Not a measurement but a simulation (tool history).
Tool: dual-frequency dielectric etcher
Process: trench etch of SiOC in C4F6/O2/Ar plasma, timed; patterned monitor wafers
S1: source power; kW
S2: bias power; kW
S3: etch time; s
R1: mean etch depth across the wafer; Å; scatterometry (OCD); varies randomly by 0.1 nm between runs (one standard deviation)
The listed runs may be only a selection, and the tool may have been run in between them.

| run | hour | S1 | S2 | S3 | R1 |
|---|---|---|---|---|---|
| 1 | 0 | 0.41 | 0.144 | 17.5 | 329.62 |
| 2 | 3.4 | 0.41 | 0.128 | 17.5 | 310.04 |
| 3 | 6.2 | 0.39 | 0.124 | 17.5 | 301.19 |
| 4 | 13.3 | 0.37 | 0.12 | 17.5 | 286.39 |
| 5 | 22.3 | 0.35 | 0.12 | 17.5 | 280.9 |
| 6 | 25.8 | 0.35 | 0.12 | 17.5 | 278.16 |
| 7 | 30.2 | 0.34 | 0.12 | 17.5 | 277.61 |
| 8 | 30.8 | 0.26 | 0.091 | 17.5 | 208.2 |
| 9 | 37.7 | 0.27 | 0.091 | 17.5 | 212.72 |
| 10 | 45.2 | 0.28 | 0.091 | 17.5 | 217.64 |
| 11 | 47.6 | 0.29 | 0.091 | 17.5 | 219.78 |
| 12 | 56.3 | 0.3 | 0.091 | 17.5 | 223.58 |

For run 13, what comes out?
| 13 | 57 | 0.31 | 0.091 | 17.5 | ? |

{"run 13": {"R1": 228.44}}
